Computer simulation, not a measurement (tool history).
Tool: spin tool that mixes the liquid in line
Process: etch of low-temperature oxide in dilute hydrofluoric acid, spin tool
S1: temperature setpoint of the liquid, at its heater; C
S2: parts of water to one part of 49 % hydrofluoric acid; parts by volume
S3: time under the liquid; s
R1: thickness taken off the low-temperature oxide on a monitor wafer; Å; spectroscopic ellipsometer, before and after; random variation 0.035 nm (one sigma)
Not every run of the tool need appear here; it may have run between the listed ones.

run  hour    S1   S2  S3      R1
  1     0    24  280  85   72.64
  2   5.2  22.5  305  85  62.461
  3    11  21.5  330  85  54.565
  4  19.7  20.5  350  85  49.759
  5  20.9  20.5  305  85  57.808
  6  28.9  19.5  330  85  50.297
  7  33.1    19  345  85  47.249
  8  35.4    19  345  85  47.145
  9  36.3    19  345  85  47.158
 10  44.6  18.5  360  85  44.195

For run 11, what comes out?
 11  50.5  18  370  85   ?

Run 11 gave R1 41.76 Å.
